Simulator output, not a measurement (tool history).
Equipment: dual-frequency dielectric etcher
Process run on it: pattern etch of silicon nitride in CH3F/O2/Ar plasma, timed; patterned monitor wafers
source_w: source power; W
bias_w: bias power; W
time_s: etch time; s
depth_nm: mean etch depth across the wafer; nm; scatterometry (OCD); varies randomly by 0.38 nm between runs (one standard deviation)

run 1 hour=0.0 | source_w=440 bias_w=71 time_s=99.5 | depth_nm=70.491
run 2 hour=1.5 | source_w=420 bias_w=70 time_s=99.5 | depth_nm=69.187
run 3 hour=5.0 | source_w=410 bias_w=69 time_s=99.5 | depth_nm=68.275
run 4 hour=10.6 | source_w=440 bias_w=69 time_s=99.5 | depth_nm=70.361
run 5 hour=16.7 | source_w=440 bias_w=69 time_s=104.0 | depth_nm=73.266
run 6 hour=17.6 | source_w=390 bias_w=69 time_s=104.0 | depth_nm=70.024
run 7 hour=23.7 | source_w=380 bias_w=69 time_s=104.0 | depth_nm=69.901

Run 8 comes next. What will it give?
run 8 hour=30.5 | source_w=370 bias_w=69 time_s=104.0 | depth_nm=?

depth_nm: 69.329 nm

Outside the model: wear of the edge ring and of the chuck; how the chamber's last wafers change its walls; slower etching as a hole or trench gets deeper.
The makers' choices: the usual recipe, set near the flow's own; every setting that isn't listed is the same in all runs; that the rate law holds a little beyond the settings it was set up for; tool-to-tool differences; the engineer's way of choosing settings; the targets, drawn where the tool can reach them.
